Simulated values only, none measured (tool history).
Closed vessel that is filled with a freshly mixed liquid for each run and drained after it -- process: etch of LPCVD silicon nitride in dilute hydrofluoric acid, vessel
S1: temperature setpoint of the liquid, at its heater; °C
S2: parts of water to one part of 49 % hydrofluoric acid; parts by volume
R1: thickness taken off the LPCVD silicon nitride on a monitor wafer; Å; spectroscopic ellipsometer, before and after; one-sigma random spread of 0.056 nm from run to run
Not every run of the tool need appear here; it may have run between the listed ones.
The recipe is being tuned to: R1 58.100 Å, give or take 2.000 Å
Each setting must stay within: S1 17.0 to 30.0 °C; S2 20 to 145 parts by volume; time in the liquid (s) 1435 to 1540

{"run": 1, "hour": 0.0, "S1": 22.0, "S2": 80, "time in the liquid (s)": 1435, "R1": 86.404}
{"run": 2, "hour": 5.0, "S1": 21.5, "S2": 80, "time in the liquid (s)": 1435, "R1": 82.441}
{"run": 3, "hour": 10.7, "S1": 18.0, "S2": 80, "time in the liquid (s)": 1435, "R1": 63.75}
{"run": 4, "hour": 12.4, "S1": 21.0, "S2": 80, "time in the liquid (s)": 1435, "R1": 78.978}
{"run": 5, "hour": 19.3, "S1": 21.0, "S2": 70, "time in the liquid (s)": 1435, "R1": 90.135}
{"run": 6, "hour": 25.7, "S1": 20.5, "S2": 70, "time in the liquid (s)": 1435, "R1": 87.749}
{"run": 7, "hour": 31.7, "S1": 20.0, "S2": 70, "time in the liquid (s)": 1435, "R1": 84.222}
{"run": 8, "hour": 33.5, "S1": 19.5, "S2": 70, "time in the liquid (s)": 1435, "R1": 79.593}
{"run": 9, "hour": 41.8, "S1": 19.0, "S2": 70, "time in the liquid (s)": 1435, "R1": 78.56}
{"run": 10, "hour": 46.1, "S1": 18.5, "S2": 70, "time in the liquid (s)": 1435, "R1": 76.065}
{"run": 11, "hour": 47.1, "S1": 17.5, "S2": 80, "time in the liquid (s)": 1435, "R1": 62.503}
{"run": 12, "hour": 50.8, "S1": 17.0, "S2": 80, "time in the liquid (s)": 1435, "R1": 59.668}

Which single option among these 5 for the next run brings every result within its allowed miss of target? Just one does.
{"run": "A", "hour": 54.5, "S1": 17.0, "S2": 90, "time in the liquid (s)": 1530, "R1": "?"}
{"run": "B", "hour": 54.5, "S1": 17.0, "S2": 80, "time in the liquid (s)": 1540, "R1": "?"}
{"run": "C", "hour": 54.5, "S1": 18.5, "S2": 85, "time in the liquid (s)": 1435, "R1": "?"}
{"run": "D", "hour": 54.5, "S1": 17.0, "S2": 80, "time in the liquid (s)": 1530, "R1": "?"}
{"run": "E", "hour": 54.5, "S1": 17.5, "S2": 80, "time in the liquid (s)": 1495, "R1": "?"}

move=A R1=56.946
move=B R1=64.251
move=C R1=62.676
move=D R1=63.834
move=E R1=64.599
A: each result inside its tolerance
B: further off than the last run
C: further off than the last run
D: further off than the last run
E: further off than the last run
Go with A: it meets all targets.
